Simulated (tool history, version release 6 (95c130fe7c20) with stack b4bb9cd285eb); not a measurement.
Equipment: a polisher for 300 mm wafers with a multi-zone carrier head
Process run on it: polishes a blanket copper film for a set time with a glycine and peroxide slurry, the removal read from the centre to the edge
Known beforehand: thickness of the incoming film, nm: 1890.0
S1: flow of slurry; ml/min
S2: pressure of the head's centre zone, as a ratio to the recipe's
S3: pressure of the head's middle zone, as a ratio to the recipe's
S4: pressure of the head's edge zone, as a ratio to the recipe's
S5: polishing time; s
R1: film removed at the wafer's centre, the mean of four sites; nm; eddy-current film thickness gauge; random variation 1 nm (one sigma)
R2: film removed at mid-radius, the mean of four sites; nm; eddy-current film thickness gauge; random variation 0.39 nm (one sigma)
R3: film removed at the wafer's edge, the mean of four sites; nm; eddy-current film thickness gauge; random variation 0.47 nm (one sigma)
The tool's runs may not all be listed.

run,hour,S1,S2,S3,S4,S5,R1,R2,R3
1,0,170,1,1,1,36,118.68,117.22,119.94
2,5.9,165,1.01,0.98,0.98,34,115.61,108.29,112.86
3,6.7,165,0.92,0.98,0.98,34,104.49,109.14,112.56
4,13,165,0.97,0.98,0.98,34,110.94,108.82,111.85
5,14,160,0.96,0.96,0.96,32,100.95,99.395,104.19
6,22.6,160,0.96,0.96,0.99,32,102.81,98.788,104.56
7,29.1,155,0.97,0.95,0.97,30,96.391,92.284,97.623

Forecast run 8:
8,35.1,150,0.98,0.94,0.95,29,?,?,?

Run 8 came out at R1 93.831 nm, R2 88.412 nm, R3 93.323 nm.

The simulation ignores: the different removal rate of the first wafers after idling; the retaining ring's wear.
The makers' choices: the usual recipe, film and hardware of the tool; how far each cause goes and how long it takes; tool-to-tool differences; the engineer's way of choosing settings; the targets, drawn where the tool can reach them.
